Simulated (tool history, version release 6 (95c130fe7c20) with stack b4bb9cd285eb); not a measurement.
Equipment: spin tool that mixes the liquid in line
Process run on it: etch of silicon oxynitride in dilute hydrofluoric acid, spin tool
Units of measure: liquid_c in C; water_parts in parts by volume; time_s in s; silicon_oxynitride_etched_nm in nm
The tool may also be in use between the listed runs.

run 1 hour=0 | liquid_c=23 water_parts=170 time_s=305 | silicon_oxynitride_etched_nm=3.3448
run 2 hour=7.8 | liquid_c=22.5 water_parts=175 time_s=305 | silicon_oxynitride_etched_nm=3.2496
run 3 hour=9.7 | liquid_c=22 water_parts=180 time_s=305 | silicon_oxynitride_etched_nm=2.9805
run 4 hour=17.4 | liquid_c=21.5 water_parts=185 time_s=305 | silicon_oxynitride_etched_nm=2.9128
run 5 hour=21.4 | liquid_c=21 water_parts=190 time_s=305 | silicon_oxynitride_etched_nm=2.7344
run 6 hour=29.3 | liquid_c=21 water_parts=145 time_s=305 | silicon_oxynitride_etched_nm=3.7025
run 7 hour=34.5 | liquid_c=20.5 water_parts=155 time_s=305 | silicon_oxynitride_etched_nm=3.3299
run 8 hour=35.9 | liquid_c=20 water_parts=160 time_s=305 | silicon_oxynitride_etched_nm=3.1811

Estimate the outcome of run 9 from the log above:
run 9 hour=38.4 | liquid_c=19.5 water_parts=165 time_s=305 | silicon_oxynitride_etched_nm=?

Run 9 came out at silicon_oxynitride_etched_nm 2.8957 nm.
